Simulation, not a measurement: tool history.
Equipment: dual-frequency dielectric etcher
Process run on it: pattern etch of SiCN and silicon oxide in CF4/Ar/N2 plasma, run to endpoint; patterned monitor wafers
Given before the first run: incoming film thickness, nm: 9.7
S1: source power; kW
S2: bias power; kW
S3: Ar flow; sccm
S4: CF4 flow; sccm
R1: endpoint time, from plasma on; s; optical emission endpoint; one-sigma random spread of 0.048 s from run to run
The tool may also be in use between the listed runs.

run	day	S1	S2	S3	S4	R1
1	0	0.58	0.096	94	45	8.5418
2	0.2	0.58	0.096	101	45	8.5895
3	0.379	0.53	0.096	101	45	9.3252
4	0.417	0.53	0.096	101	41	9.5593
5	0.633	0.53	0.096	101	34	9.9222
6	1.008	0.53	0.105	101	34	9.87
7	1.058	0.58	0.106	100	34	8.9044
8	1.229	0.61	0.107	100	34	8.6756
9	1.271	0.64	0.108	100	34	8.1524
10	1.408	0.65	0.108	100	34	8.0572
11	1.642	0.66	0.108	100	34	8.0105

Estimate the outcome of run 12 from the log above:
12	1.996	0.67	0.108	100	34	?

R1: 7.8506 s
